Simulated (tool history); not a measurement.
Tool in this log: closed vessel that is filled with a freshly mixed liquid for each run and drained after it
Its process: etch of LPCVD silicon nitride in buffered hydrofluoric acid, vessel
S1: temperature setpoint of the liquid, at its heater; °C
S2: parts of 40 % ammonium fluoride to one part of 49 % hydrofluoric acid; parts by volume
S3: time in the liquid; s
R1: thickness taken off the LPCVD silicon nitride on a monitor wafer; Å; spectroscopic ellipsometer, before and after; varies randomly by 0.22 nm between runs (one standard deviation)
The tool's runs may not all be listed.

run,hour,S1,S2,S3,R1
1,0.0,22.0,12.5,995,104.95
2,3.4,22.0,9.5,995,134.22
3,9.4,23.0,9.0,995,149.46
4,12.5,23.0,6.0,995,223.63
5,16.1,23.5,6.0,995,227.30
6,23.0,23.5,6.0,785,180.45
7,27.2,27.5,5.5,785,241.52

For run 8, what comes out?
8,35.7,28.0,5.5,785,?

R1: 247.50 Å

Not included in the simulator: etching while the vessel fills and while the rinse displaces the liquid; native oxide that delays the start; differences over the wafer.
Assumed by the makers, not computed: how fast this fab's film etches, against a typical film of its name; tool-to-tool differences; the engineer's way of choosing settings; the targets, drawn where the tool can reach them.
